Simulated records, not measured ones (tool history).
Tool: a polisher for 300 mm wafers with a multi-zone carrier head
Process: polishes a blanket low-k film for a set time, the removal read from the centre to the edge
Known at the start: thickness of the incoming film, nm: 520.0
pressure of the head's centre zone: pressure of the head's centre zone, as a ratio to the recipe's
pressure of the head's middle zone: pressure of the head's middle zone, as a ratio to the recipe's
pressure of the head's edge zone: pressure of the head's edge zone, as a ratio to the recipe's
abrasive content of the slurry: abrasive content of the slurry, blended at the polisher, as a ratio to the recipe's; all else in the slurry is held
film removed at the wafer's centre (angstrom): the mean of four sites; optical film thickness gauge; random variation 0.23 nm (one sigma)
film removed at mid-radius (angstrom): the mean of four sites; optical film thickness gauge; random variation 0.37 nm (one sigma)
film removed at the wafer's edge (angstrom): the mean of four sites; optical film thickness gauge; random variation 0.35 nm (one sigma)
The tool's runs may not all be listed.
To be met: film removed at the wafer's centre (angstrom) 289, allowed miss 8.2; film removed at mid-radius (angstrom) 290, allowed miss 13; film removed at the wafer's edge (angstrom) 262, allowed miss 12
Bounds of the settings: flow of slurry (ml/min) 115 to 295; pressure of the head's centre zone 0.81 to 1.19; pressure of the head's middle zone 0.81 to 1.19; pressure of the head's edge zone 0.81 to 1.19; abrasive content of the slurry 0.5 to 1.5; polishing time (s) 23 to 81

run    day  flow of slurry (ml/min)  pressure of the head's centre zone  pressure of the head's middle zone  pressure of the head's edge zone  abrasive content of the slurry  polishing time (s)  film removed at the wafer's centre (angstrom)  film removed at mid-radius (angstrom)  film removed at the wafer's edge (angstrom)
  1      0                      190                                   1                                   1                                 1                               1                  52                                         312.95                                 315.11                                       308.28
  2  0.254                      190                                1.05                                   1                                 1                               1                  52                                         326.13                                 310.01                                       316.88
  3  0.304                      190                                1.05                                   1                              0.96                               1                  52                                         328.18                                 311.46                                       302.67
  4  0.529                      190                                1.05                                   1                              0.89                               1                  52                                         325.98                                 311.17                                       298.88
  5  0.904                      190                                1.05                                   1                              0.89                               1                  58                                         364.48                                 345.78                                       332.84
  6  0.925                      190                                1.05                                   1                              0.89                             0.9                  58                                         346.31                                 330.27                                       330.48
  7  1.183                      200                                1.06                                1.03                              0.87                            0.85                  55                                         330.21                                 320.25                                       295.28
  8  1.488                      195                                1.06                                1.03                              0.86                             0.8                  55                                         323.44                                 312.75                                       289.63
  9  1.529                      190                                1.05                                1.03                              0.85                            0.75                  55                                         311.59                                 302.61                                       284.58
 10  1.783                      185                                1.05                                1.04                              0.84                             0.7                  55                                         302.89                                 297.68                                       271.44
 11  2.038                      180                                1.04                                1.04                              0.83                             0.7                  55                                         298.26                                 297.14                                       276.19

5 next moves are on the table. One of them brings every result within its allowed miss. Which?
  A  2.292                      150                                1.04                                1.04                              0.85                            0.65                  57                                              ?                                      ?                                            ?
  B  2.292                      150                                0.97                                0.87                              0.88                             0.6                  64                                              ?                                      ?                                            ?
  C  2.292                      135                                0.94                                0.92                              0.91                             0.7                  60                                              ?                                      ?                                            ?
  D  2.292                      165                                0.97                                1.07                              0.82                            0.75                  58                                              ?                                      ?                                            ?
  E  2.292                      140                                1.04                                0.94                              0.92                            0.65                  61                                              ?                                      ?                                            ?

move  film removed at the wafer's centre (angstrom)  film removed at mid-radius (angstrom)  film removed at the wafer's edge (angstrom)
   A                                         291.64                                 295.47                                       266.41
   B                                         300.05                                  278.2                                       296.37
   C                                         281.13                                 281.18                                       292.04
   D                                         299.86                                  329.5                                        283.8
   E                                         306.68                                 286.08                                       292.65
A: meets every target
B: further off than the last run
C: further off than the last run
D: further off than the last run
E: further off than the last run
Answer: A
